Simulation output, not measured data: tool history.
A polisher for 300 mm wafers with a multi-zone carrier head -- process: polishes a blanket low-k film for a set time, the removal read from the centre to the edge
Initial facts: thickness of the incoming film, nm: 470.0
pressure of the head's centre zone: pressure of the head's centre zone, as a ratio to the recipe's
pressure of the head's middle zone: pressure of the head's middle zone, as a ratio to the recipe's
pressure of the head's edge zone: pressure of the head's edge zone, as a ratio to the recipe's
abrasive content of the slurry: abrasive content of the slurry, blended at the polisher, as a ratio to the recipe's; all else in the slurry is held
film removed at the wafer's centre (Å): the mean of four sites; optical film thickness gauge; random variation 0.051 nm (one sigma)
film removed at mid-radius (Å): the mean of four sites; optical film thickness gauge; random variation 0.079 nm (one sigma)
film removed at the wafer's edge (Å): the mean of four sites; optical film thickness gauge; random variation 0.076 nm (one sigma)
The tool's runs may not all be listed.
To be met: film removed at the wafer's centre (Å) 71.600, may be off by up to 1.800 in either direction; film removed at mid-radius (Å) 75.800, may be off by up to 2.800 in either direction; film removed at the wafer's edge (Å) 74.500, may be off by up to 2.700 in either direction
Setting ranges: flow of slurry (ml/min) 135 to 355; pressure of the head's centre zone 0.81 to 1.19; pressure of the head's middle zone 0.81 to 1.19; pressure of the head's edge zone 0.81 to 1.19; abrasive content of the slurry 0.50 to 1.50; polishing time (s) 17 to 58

run	hour	flow of slurry (ml/min)	pressure of the head's centre zone	pressure of the head's middle zone	pressure of the head's edge zone	abrasive content of the slurry	polishing time (s)	film removed at the wafer's centre (Å)	film removed at mid-radius (Å)	film removed at the wafer's edge (Å)
1	0.0	225	1.00	1.00	1.00	1.00	37	80.767	82.400	80.151
2	5.6	225	1.00	1.00	0.92	1.00	37	80.368	81.378	76.008
3	8.4	225	1.00	1.00	0.88	1.00	37	80.481	79.511	73.661
4	14.1	200	1.00	1.00	0.88	1.00	37	80.333	80.228	72.465
5	15.2	200	1.06	1.00	0.88	1.00	37	85.085	80.038	72.671
6	18.0	200	1.01	0.98	0.90	1.00	37	80.599	78.882	75.133
7	22.0	160	0.92	0.96	0.89	0.95	37	70.835	73.698	69.974
8	24.0	165	0.92	0.96	0.91	0.95	37	70.873	73.888	71.450

Pick the move, out of 5, that brings all results within their allowed miss; only one does.
A	26.0	170	0.96	1.01	0.87	0.95	35	?	?	?
B	26.0	195	0.88	0.93	0.93	0.90	39	?	?	?
C	26.0	180	0.84	0.92	0.91	1.25	34	?	?	?
D	26.0	140	0.94	0.93	0.90	1.05	35	?	?	?
E	26.0	160	0.91	1.03	0.90	0.90	37	?	?	?

move	film removed at the wafer's centre (Å)	film removed at mid-radius (Å)	film removed at the wafer's edge (Å)
A	68.520	72.436	65.048
B	70.130	75.074	73.723
C	67.296	74.491	73.164
D	68.574	69.634	68.068
E	66.832	75.214	67.676
A: further off than the last run
B: all results in spec
C: gets the furthest-off result to its target, but another result is out of tolerance
D: further off than the last run
E: further off than the last run
Answer: B
